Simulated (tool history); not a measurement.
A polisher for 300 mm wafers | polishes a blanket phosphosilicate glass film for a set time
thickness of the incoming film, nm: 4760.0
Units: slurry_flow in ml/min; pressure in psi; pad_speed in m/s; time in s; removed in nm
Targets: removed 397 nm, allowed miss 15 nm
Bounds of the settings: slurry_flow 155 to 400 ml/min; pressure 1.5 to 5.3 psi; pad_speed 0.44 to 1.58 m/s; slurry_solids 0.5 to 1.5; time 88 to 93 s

run  hour  slurry_flow  pressure  pad_speed  slurry_solids  time  removed
  1     0          255       3.4          1              1    88   819.49
  2   8.9          255       3.4          1            1.1    88   870.93
  3  16.9          255       3.4       1.18            1.1    88     1017
  4  19.8          255       3.4       1.18            1.1    88   1023.5
  5  22.6          255         3       1.18            1.1    88   899.08
  6  24.8          255         3       1.18            1.3    88   988.45
  7  28.9          255       2.7       1.08            1.3    88   828.17
  8  34.2          255       2.5          1            1.3    88   730.05
  9  38.4          255       2.3       0.94            1.3    88   639.27
 10  44.5          255       2.3       0.94            1.3    88   662.51
 11  50.3          255       2.2       0.88            1.3    88   602.04
 12  57.8          255       2.1       0.84            1.3    88    559.8
 13  65.6          250       1.5       0.62            1.3    88   339.09
 14  67.4          255       1.6       0.62            1.3    88   355.16

4 next moves are on the table. One of them brings every result within its allowed miss. Which?
  A  69.2          250       1.9       0.64           1.25    93        ?
  B  69.2          255       1.8       0.62            1.3    91        ?
  C  69.2          205         2       0.64           1.25    93        ?
  D  69.2          240       1.7       0.74           1.25    91        ?

move  removed
   A   431.23
   B   402.62
   C    436.7
   D   434.08
A: takes the result that was furthest off past its target
B: meets every target
C: takes the result that was furthest off past its target
D: takes the result that was furthest off past its target
The right move is B.
